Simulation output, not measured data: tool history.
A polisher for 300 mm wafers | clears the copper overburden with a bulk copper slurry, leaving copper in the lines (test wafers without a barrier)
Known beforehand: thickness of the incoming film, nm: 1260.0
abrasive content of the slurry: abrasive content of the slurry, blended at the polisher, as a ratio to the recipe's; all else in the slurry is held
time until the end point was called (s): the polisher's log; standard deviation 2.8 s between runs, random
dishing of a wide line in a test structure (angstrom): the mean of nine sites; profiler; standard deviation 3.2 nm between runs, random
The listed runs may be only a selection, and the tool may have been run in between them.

run,hour,flow of slurry (ml/min),pressure of the wafer on the pad (psi),speed of the pad under the wafer (cm/s),abrasive content of the slurry,overpolish time after the end point (s),time until the end point was called (s),dishing of a wide line in a test structure (angstrom)
1,0,135,3.1,126,1,29,91.114,1390.9
2,8.8,135,3.1,148,1,29,77.638,1451.8
3,10.9,135,2.9,146,1,32,83.646,1442.3
4,16.1,135,2.9,146,1,38,82.706,1567.7
5,17.4,135,3.3,146,1,38,76.476,1614.9
6,22.9,135,4,146,1,38,61.85,1759.2
7,29.7,135,3.7,142,1,39,65.68,1715.1
8,35.9,135,3.4,140,1,40,75.932,1655.2

Predict the results of run 9:
9,40.1,135,3.4,140,1,40,?,?

For run 9 the tool returned time until the end point was called (s) 72.852, dishing of a wide line in a test structure (angstrom) 1706.5.

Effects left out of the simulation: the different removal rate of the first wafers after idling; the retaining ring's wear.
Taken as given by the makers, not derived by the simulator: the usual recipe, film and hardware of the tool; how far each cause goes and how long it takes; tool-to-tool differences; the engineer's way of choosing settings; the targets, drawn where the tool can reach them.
